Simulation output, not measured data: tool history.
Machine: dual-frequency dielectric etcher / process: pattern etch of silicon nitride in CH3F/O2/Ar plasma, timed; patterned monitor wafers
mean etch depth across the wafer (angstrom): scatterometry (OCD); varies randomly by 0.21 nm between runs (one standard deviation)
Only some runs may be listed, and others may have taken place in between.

| run | hour | source power (W) | bias power (W) | etch time (s) | mean etch depth across the wafer (angstrom) |
|---|---|---|---|---|---|
| 1 | 0 | 430 | 99 | 60 | 505.8 |
| 2 | 0.6 | 430 | 92 | 60 | 493.04 |
| 3 | 8.8 | 460 | 92 | 60 | 509.29 |
| 4 | 17.1 | 420 | 89 | 60 | 483.27 |
| 5 | 20 | 480 | 89 | 60 | 510.64 |
| 6 | 22.7 | 440 | 86 | 60 | 483.2 |
| 7 | 28.4 | 410 | 85 | 60 | 471.72 |
| 8 | 31.1 | 320 | 76 | 60 | 404.24 |

Run 9, settings as shown, results not yet in. Your forecast:
| 9 | 33.9 | 330 | 77 | 60 | ? |

mean etch depth across the wafer (angstrom): 412.88
